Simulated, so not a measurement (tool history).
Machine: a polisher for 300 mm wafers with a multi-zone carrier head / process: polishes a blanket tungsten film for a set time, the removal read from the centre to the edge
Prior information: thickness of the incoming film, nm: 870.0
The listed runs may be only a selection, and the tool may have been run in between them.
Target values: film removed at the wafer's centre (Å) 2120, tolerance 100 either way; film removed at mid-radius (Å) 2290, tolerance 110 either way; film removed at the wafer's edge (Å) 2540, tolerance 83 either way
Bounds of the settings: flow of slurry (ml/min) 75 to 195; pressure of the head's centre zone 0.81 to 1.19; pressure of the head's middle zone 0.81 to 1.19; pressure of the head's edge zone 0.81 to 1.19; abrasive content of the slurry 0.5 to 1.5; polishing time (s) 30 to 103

| run | hour | flow of slurry (ml/min) | pressure of the head's centre zone | pressure of the head's middle zone | pressure of the head's edge zone | abrasive content of the slurry | polishing time (s) | film removed at the wafer's centre (Å) | film removed at mid-radius (Å) | film removed at the wafer's edge (Å) |
|---|---|---|---|---|---|---|---|---|---|---|
| 1 | 0 | 125 | 1 | 1 | 1 | 1 | 66 | 2757.3 | 2931.1 | 3025.8 |
| 2 | 4.7 | 125 | 1 | 1 | 1.05 | 1 | 66 | 2810 | 2902 | 2997.7 |
| 3 | 9 | 125 | 1 | 1.08 | 1.05 | 1 | 66 | 2713.7 | 3094.4 | 2966.3 |
| 4 | 11.5 | 125 | 1 | 1.08 | 1.05 | 0.9 | 66 | 2673.3 | 3059.5 | 2958.2 |
| 5 | 15.3 | 120 | 0.99 | 1.07 | 1.05 | 0.85 | 65 | 2542.3 | 2928.4 | 2866.9 |
| 6 | 24.1 | 120 | 0.92 | 1.07 | 1.05 | 0.85 | 65 | 2379.9 | 2823.7 | 2870 |
| 7 | 28.4 | 120 | 0.92 | 1.06 | 1.05 | 0.8 | 64 | 2385.1 | 2811.2 | 2764.4 |
| 8 | 35.3 | 115 | 0.91 | 1.05 | 1.05 | 0.8 | 64 | 2263.5 | 2691.2 | 2780.3 |
| 9 | 38.4 | 115 | 0.92 | 1.04 | 1.05 | 0.75 | 64 | 2336 | 2645.9 | 2727.8 |
| 10 | 45.1 | 115 | 0.92 | 1.04 | 1.05 | 0.75 | 64 | 2286 | 2719 | 2765.2 |
| 11 | 45.7 | 85 | 0.93 | 0.94 | 1.01 | 0.6 | 63 | 1878.7 | 1988.6 | 2377.4 |
|  | 49.5 | slurry nozzle cleaned |
| 12 | 49.5 | 90 | 0.93 | 0.94 | 1.01 | 0.6 | 63 | 2476.4 | 2549.9 | 2745.1 |
| 13 | 57.7 | 80 | 0.91 | 0.95 | 1 | 0.6 | 63 | 2211.3 | 2416.4 | 2657.3 |

Exercise: of the 5 proposed moves below, exactly one satisfies all targets within the stated allowed misses. Which move is it?
| A | 65.9 | 80 | 0.88 | 0.91 | 1.08 | 0.65 | 65 | ? | ? | ? |
| B | 65.9 | 90 | 1 | 0.93 | 1.16 | 0.5 | 52 | ? | ? | ? |
| C | 65.9 | 105 | 1.02 | 0.95 | 0.99 | 0.5 | 54 | ? | ? | ? |
| D | 65.9 | 75 | 0.94 | 0.97 | 1.09 | 0.6 | 60 | ? | ? | ? |
| E | 65.9 | 95 | 0.83 | 0.94 | 1.16 | 0.5 | 56 | ? | ? | ? |

| move | film removed at the wafer's centre (Å) | film removed at mid-radius (Å) | film removed at the wafer's edge (Å) |
|---|---|---|---|
| A | 2258.8 | 2468.7 | 2856.2 |
| B | 2092.5 | 2047.2 | 2354.9 |
| C | 2350.9 | 2278.5 | 2381.2 |
| D | 2126.2 | 2314.5 | 2573.8 |
| E | 1935.8 | 2269.3 | 2568 |
A: further off than the last run
B: pushes the last run's worst result past its target
C: pushes the last run's worst result past its target
D: in spec on every target
E: puts the biggest miss on target and leaves a different result outside tolerance
The right move is D.
